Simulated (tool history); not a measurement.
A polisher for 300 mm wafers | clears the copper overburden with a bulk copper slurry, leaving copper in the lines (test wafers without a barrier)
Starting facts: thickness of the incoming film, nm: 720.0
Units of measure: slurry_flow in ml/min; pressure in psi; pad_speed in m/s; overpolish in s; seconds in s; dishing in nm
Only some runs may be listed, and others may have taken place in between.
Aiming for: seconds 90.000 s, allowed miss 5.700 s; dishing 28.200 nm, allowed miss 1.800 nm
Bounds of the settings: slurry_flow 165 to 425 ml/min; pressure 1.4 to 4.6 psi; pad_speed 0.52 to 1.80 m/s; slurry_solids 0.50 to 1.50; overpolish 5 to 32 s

| run | day | slurry_flow | pressure | pad_speed | slurry_solids | overpolish | seconds | dishing |
|---|---|---|---|---|---|---|---|---|
| 1 | 0.000 | 275 | 3.0 | 1.16 | 1.00 | 16 | 65.219 | 82.389 |
| 2 | 0.158 | 275 | 3.0 | 1.26 | 1.00 | 16 | 59.780 | 86.267 |
| 3 | 0.533 | 280 | 2.8 | 1.24 | 1.00 | 14 | 63.233 | 76.815 |
| 4 | 0.612 | 280 | 3.4 | 1.24 | 1.00 | 14 | 53.718 | 85.062 |
| 5 | 0.946 | 280 | 3.4 | 1.24 | 1.00 | 20 | 56.351 | 99.180 |
| 6 | 1.254 | 300 | 3.1 | 1.20 | 0.90 | 18 | 62.599 | 88.935 |
| 7 | 1.392 | 300 | 3.1 | 1.20 | 0.90 | 18 | 62.207 | 85.962 |
| 8 | 1.588 | 320 | 2.8 | 1.18 | 0.85 | 16 | 68.009 | 75.562 |
| 9 | 1.692 | 335 | 2.6 | 1.16 | 0.80 | 14 | 78.248 | 65.532 |
| 10 | 1.904 | 350 | 2.4 | 1.20 | 0.75 | 13 | 82.584 | 62.552 |
| 11 | 2.038 | 360 | 2.6 | 1.10 | 0.70 | 12 | 86.178 | 57.537 |
| 12 | 2.208 | 370 | 2.8 | 1.02 | 0.65 | 11 | 86.655 | 53.935 |
| 13 | 2.571 | 380 | 2.9 | 0.94 | 0.65 | 10 | 92.458 | 50.115 |
| 14 | 2.879 | 425 | 2.1 | 1.20 | 0.90 | 5 | 84.073 | 29.456 |

Consider the 4 candidate settings below. Which is the only one whose results all fall within their allowed miss of target?
| A | 3.188 | 425 | 1.5 | 1.56 | 0.80 | 6 | ? | ? |
| B | 3.188 | 425 | 2.4 | 1.14 | 0.85 | 5 | ? | ? |
| C | 3.188 | 425 | 1.7 | 1.30 | 0.95 | 5 | ? | ? |
| D | 3.188 | 415 | 1.7 | 1.58 | 0.90 | 5 | ? | ? |

| move | seconds | dishing |
|---|---|---|
| A | 85.035 | 32.309 |
| B | 79.563 | 29.961 |
| C | 87.949 | 27.156 |
| D | 74.049 | 31.356 |
A: gets the furthest-off result to its target, but another result is out of tolerance
B: the biggest miss grows against the last run
C: meets every target
D: the biggest miss grows against the last run
So the answer is move C, the one that meets all the targets.
